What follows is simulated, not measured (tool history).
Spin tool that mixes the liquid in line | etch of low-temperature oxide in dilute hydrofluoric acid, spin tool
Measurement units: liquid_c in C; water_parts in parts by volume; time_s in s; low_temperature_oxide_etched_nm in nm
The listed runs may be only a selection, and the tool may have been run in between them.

run,hour,liquid_c,water_parts,time_s,low_temperature_oxide_etched_nm
1,0.0,25.0,240,285,14.358
2,7.8,25.0,170,285,21.755
3,8.4,23.0,170,285,20.347
4,9.2,21.5,180,285,17.692
5,15.9,20.5,185,285,16.534
6,21.8,23.0,185,285,18.244
7,26.2,21.5,190,285,16.580
8,34.2,20.5,190,285,15.894
9,39.5,19.5,190,285,15.334

For run 10, what comes out?
10,46.6,17.0,200,285,?

low_temperature_oxide_etched_nm: 12.968 nm
